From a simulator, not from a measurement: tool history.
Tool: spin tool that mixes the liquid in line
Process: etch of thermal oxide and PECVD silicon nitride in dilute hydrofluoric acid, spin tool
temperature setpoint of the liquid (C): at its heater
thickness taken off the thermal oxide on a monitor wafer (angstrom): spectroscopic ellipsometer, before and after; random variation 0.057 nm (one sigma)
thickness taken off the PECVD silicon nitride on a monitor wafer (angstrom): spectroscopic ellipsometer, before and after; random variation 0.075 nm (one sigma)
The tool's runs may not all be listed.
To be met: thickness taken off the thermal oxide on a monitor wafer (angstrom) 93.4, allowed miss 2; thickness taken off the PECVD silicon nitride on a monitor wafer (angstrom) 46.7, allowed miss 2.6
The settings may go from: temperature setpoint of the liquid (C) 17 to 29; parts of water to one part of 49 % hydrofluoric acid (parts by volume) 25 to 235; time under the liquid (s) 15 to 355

run  hour  temperature setpoint of the liquid (C)  parts of water to one part of 49 % hydrofluoric acid (parts by volume)  time under the liquid (s)  thickness taken off the thermal oxide on a monitor wafer (angstrom)  thickness taken off the PECVD silicon nitride on a monitor wafer (angstrom)
  1     0                                      21                                                                     130                        180                                                               53.417                                                                        21.33
  2   6.7                                      21                                                                     130                        215                                                               63.942                                                                       25.645
  3   9.7                                      18                                                                     130                        215                                                               55.933                                                                       21.222
  4  17.8                                    21.5                                                                     130                        220                                                               66.225                                                                       27.357
  5  24.3                                    23.5                                                                     130                        220                                                               72.174                                                                        30.81
  6    29                                    23.5                                                                     130                        255                                                               83.272                                                                       35.529
  7    30                                      25                                                                     135                        255                                                               84.164                                                                       38.784
  8  37.7                                      26                                                                     135                        255                                                               87.925                                                                       40.849
  9  40.7                                      26                                                                     135                        255                                                               87.959                                                                       41.008
 10  47.7                                    26.5                                                                     135                        255                                                               89.684                                                                       41.924
 11  52.2                                      27                                                                     135                        255                                                               90.741                                                                       43.615
 12  57.6                                    28.5                                                                     135                        255                                                               95.712                                                                       48.474

Which of these 5 next moves meets every target?
  A    63                                      29                                                                     120                        220                                                                    ?                                                                            ?
  B    63                                      26                                                                     120                        225                                                                    ?                                                                            ?
  C    63                                      29                                                                     140                        255                                                                    ?                                                                            ?
  D    63                                      26                                                                     135                        260                                                                    ?                                                                            ?
  E    63                                      29                                                                     165                        290                                                                    ?                                                                            ?

move  thickness taken off the thermal oxide on a monitor wafer (angstrom)  thickness taken off the PECVD silicon nitride on a monitor wafer (angstrom)
   A                                                               96.577                                                                       47.071
   B                                                               88.194                                                                       39.798
   C                                                               93.452                                                                       46.712
   D                                                               88.926                                                                       40.899
   E                                                               87.342                                                                       44.998
A: further off than the last run
B: takes the result that was furthest off past its target
C: meets every target
D: takes the result that was furthest off past its target
E: takes the result that was furthest off past its target
The right move is C.
